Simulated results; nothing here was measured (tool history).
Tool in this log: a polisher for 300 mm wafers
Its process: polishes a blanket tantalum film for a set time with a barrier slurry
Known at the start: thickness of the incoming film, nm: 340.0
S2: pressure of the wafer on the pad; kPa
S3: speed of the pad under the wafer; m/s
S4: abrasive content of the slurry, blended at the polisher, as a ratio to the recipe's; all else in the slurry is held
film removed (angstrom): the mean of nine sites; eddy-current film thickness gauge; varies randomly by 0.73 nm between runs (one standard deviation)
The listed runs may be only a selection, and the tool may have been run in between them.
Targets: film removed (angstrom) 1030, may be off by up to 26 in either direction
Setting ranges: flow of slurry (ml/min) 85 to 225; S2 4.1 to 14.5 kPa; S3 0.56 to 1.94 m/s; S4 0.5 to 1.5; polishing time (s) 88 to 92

Run 1, hour 0: flow of slurry (ml/min) 145, S2 9 kPa, S3 1.24 m/s, S4 1, polishing time (s) 88. Result: film removed (angstrom) 1265.1.
Run 2, hour 3.2: flow of slurry (ml/min) 145, S2 9 kPa, S3 1.24 m/s, S4 1, polishing time (s) 92. Result: film removed (angstrom) 1321.2.
Run 3, hour 6.7: flow of slurry (ml/min) 145, S2 9 kPa, S3 1.24 m/s, S4 1, polishing time (s) 88. Result: film removed (angstrom) 1256.2.
Run 4, hour 9.5: flow of slurry (ml/min) 135, S2 8.3 kPa, S3 1.24 m/s, S4 1, polishing time (s) 88. Result: film removed (angstrom) 1138.2.
Run 5, hour 11.7: flow of slurry (ml/min) 125, S2 8.3 kPa, S3 1.24 m/s, S4 1, polishing time (s) 88. Result: film removed (angstrom) 1127.3.
Run 6, hour 16.7: flow of slurry (ml/min) 125, S2 8.3 kPa, S3 1.24 m/s, S4 1, polishing time (s) 92. Result: film removed (angstrom) 1170.4.
Run 7, hour 19.1: flow of slurry (ml/min) 115, S2 8.3 kPa, S3 1.24 m/s, S4 1, polishing time (s) 92. Result: film removed (angstrom) 1127.7.
At hour 23.7: slurry nozzle cleaned.
Run 8, hour 23.7: flow of slurry (ml/min) 85, S2 7.6 kPa, S3 1.24 m/s, S4 1, polishing time (s) 92. Result: film removed (angstrom) 1061.3.

Which single option among these 4 for the next run brings every result within its allowed miss of target? Just one does.
Run A, hour 28.3: flow of slurry (ml/min) 85, S2 9 kPa, S3 1.12 m/s, S4 0.95, polishing time (s) 92. Result: film removed (angstrom) ?.
Run B, hour 28.3: flow of slurry (ml/min) 85, S2 7.6 kPa, S3 1.18 m/s, S4 0.85, polishing time (s) 91. Result: film removed (angstrom) ?.
Run C, hour 28.3: flow of slurry (ml/min) 90, S2 6.2 kPa, S3 1.68 m/s, S4 0.8, polishing time (s) 90. Result: film removed (angstrom) ?.
Run D, hour 28.3: flow of slurry (ml/min) 95, S2 9 kPa, S3 1.1 m/s, S4 0.75, polishing time (s) 92. Result: film removed (angstrom) ?.

move  film removed (angstrom)
   A                   1112.4
   B                   948.97
   C                     1093
   D                   1035.3
A: its largest miss is bigger than the last run's
B: moves the result that the last run missed by most past its target, out the other side
C: its largest miss is bigger than the last run's
D: every result within its allowed miss
D meets every target.
